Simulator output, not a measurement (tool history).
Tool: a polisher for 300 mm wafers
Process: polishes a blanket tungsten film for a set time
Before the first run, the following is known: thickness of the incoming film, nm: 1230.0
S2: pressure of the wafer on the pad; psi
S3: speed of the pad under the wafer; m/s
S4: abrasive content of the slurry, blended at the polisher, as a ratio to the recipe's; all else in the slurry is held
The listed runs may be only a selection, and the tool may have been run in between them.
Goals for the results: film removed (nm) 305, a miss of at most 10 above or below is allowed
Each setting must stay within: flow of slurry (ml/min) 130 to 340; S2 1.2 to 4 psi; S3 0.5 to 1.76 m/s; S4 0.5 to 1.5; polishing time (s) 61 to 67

run 1 day=0 | flow_of_slurry_(ml/min)=220 S2=2.6 S3=1.12 S4=1 polishing_time_(s)=67 | film_removed_(nm)=241.98
run 2 day=0.133 | flow_of_slurry_(ml/min)=220 S2=2.7 S3=1.12 S4=1 polishing_time_(s)=67 | film_removed_(nm)=244.61
run 3 day=0.479 | flow_of_slurry_(ml/min)=220 S2=2.8 S3=1.12 S4=1 polishing_time_(s)=67 | film_removed_(nm)=255.52
run 4 day=0.575 | flow_of_slurry_(ml/min)=180 S2=2.8 S3=1.12 S4=1 polishing_time_(s)=67 | film_removed_(nm)=246.25
run 5 day=0.612 | flow_of_slurry_(ml/min)=180 S2=2.8 S3=1.12 S4=1 polishing_time_(s)=61 | film_removed_(nm)=218.99
run 6 day=0.779 | flow_of_slurry_(ml/min)=180 S2=2.8 S3=1.3 S4=1 polishing_time_(s)=61 | film_removed_(nm)=257.43
run 7 day=0.842 | flow_of_slurry_(ml/min)=195 S2=2.8 S3=1.3 S4=1 polishing_time_(s)=61 | film_removed_(nm)=254.06
run 8 day=1.192 | flow_of_slurry_(ml/min)=205 S2=2.9 S3=1.3 S4=1 polishing_time_(s)=61 | film_removed_(nm)=271.4
run 9 day=1.558 | flow_of_slurry_(ml/min)=215 S2=2.9 S3=1.3 S4=1 polishing_time_(s)=61 | film_removed_(nm)=265.74
run 10 day=1.604 | flow_of_slurry_(ml/min)=215 S2=3 S3=1.3 S4=1 polishing_time_(s)=61 | film_removed_(nm)=271.46
run 11 day=1.638 | flow_of_slurry_(ml/min)=215 S2=3.1 S3=1.3 S4=1 polishing_time_(s)=61 | film_removed_(nm)=279.94
run 12 day=1.954 | flow_of_slurry_(ml/min)=220 S2=3.2 S3=1.3 S4=1 polishing_time_(s)=61 | film_removed_(nm)=288.59
run 13 day=2.175 | flow_of_slurry_(ml/min)=225 S2=3.2 S3=1.3 S4=1 polishing_time_(s)=61 | film_removed_(nm)=293.46

Which of these 5 next moves meets every target?
run A day=2.396 | flow_of_slurry_(ml/min)=210 S2=3.4 S3=1.34 S4=1 polishing_time_(s)=64 | film_removed_(nm)=?
run B day=2.396 | flow_of_slurry_(ml/min)=240 S2=3.3 S3=1.32 S4=1.05 polishing_time_(s)=61 | film_removed_(nm)=?
run C day=2.396 | flow_of_slurry_(ml/min)=215 S2=3.1 S3=1.22 S4=1 polishing_time_(s)=62 | film_removed_(nm)=?
run D day=2.396 | flow_of_slurry_(ml/min)=235 S2=2.5 S3=1.5 S4=1.15 polishing_time_(s)=61 | film_removed_(nm)=?
run E day=2.396 | flow_of_slurry_(ml/min)=270 S2=3 S3=1.3 S4=1.05 polishing_time_(s)=61 | film_removed_(nm)=?

move=A film_removed_(nm)=323.91
move=B film_removed_(nm)=307.24
move=C film_removed_(nm)=270.59
move=D film_removed_(nm)=285.75
move=E film_removed_(nm)=287.02
A: the result that was furthest off in the last run now lies on the other side of its target
B: all results land within tolerance of their targets
C: its largest miss is bigger than the last run's
D: its largest miss is bigger than the last run's
E: its largest miss is bigger than the last run's
Correct choice: B, which meets every target
